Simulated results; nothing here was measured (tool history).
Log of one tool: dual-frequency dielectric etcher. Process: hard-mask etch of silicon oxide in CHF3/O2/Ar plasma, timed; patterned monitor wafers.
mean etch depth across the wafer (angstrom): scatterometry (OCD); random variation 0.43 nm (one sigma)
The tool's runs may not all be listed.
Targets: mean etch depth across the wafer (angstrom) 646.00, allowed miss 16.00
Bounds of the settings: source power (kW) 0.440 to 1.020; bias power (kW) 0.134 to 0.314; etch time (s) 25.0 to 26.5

run  hour  source power (kW)  bias power (kW)  etch time (s)  mean etch depth across the wafer (angstrom)
  1   0.0              0.730            0.224           25.0                                       571.12
  2   2.3              0.730            0.224           25.0                                       562.42
  3   5.6              0.770            0.229           25.0                                       577.26
  4   8.8              0.770            0.214           25.0                                       560.25
  5  11.1              0.770            0.193           25.0                                       533.35
  6  11.8              0.800            0.205           25.0                                       556.79
  7  16.5              0.830            0.214           25.0                                       566.78
  8  17.4              0.840            0.225           25.0                                       580.99
  9  24.0              0.850            0.234           25.0                                       592.40
 10  26.7              0.860            0.241           25.0                                       603.63
 11  32.8              0.870            0.246           25.0                                       607.69
 12  39.6              0.880            0.251           25.0                                       618.00
 13  41.6              0.890            0.254           25.0                                       624.43
 14  42.4              0.900            0.256           25.0                                       630.40

Which of these 4 next moves meets every target?
  A  43.2              0.810            0.258           25.0                                            ?
  B  43.2              0.940            0.273           25.0                                            ?
  C  43.2              0.840            0.249           25.0                                            ?
  D  43.2              1.020            0.259           26.0                                            ?

move  mean etch depth across the wafer (angstrom)
   A                                       609.90
   B                                       648.65
   C                                       605.38
   D                                       672.56
A: further off than the last run
B: meets every target
C: further off than the last run
D: takes the result that was furthest off past its target
Answer: B
